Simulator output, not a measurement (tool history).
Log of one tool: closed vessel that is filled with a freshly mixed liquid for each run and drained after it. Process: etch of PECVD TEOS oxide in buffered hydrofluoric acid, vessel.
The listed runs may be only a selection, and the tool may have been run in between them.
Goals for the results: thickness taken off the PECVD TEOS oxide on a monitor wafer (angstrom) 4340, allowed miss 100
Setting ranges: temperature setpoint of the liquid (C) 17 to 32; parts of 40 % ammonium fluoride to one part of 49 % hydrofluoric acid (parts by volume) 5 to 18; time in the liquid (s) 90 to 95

run  hour  temperature setpoint of the liquid (C)  parts of 40 % ammonium fluoride to one part of 49 % hydrofluoric acid (parts by volume)  time in the liquid (s)  thickness taken off the PECVD TEOS oxide on a monitor wafer (angstrom)
  1     0                                      25                                                                                       11                      90                                                                  1951.1
  2   3.6                                      25                                                                                       11                      90                                                                  1929.3
  3  10.3                                      25                                                                                       11                      90                                                                  1940.5
  4  16.4                                    25.5                                                                                     10.5                      90                                                                  2093.6
  5  24.6                                    25.5                                                                                     10.5                      90                                                                  2096.6
  6  31.1                                      26                                                                                       10                      90                                                                  2250.6
  7  32.1                                    26.5                                                                                      9.5                      90                                                                  2362.5
  8  36.1                                    30.5                                                                                        6                      90                                                                  4595.4

Exercise: of the 4 proposed moves below, exactly one satisfies all targets within the stated allowed misses. Which move is it?
  A  40.1                                    27.5                                                                                        5                      95                                                                       ?
  B  40.1                                    29.5                                                                                        6                      90                                                                       ?
  C  40.1                                      30                                                                                      6.5                      90                                                                       ?
  D  40.1                                    24.5                                                                                        5                      95                                                                       ?

move  thickness taken off the PECVD TEOS oxide on a monitor wafer (angstrom)
   A                                                                  4843.3
   B                                                                  4371.8
   C                                                                    4188
   D                                                                  4123.4
A: moves away from the targets compared with the last run
B: every result lands within tolerance
C: takes the result that was furthest off past its target
D: takes the result that was furthest off past its target
B is the move that brings every result within its allowed miss.
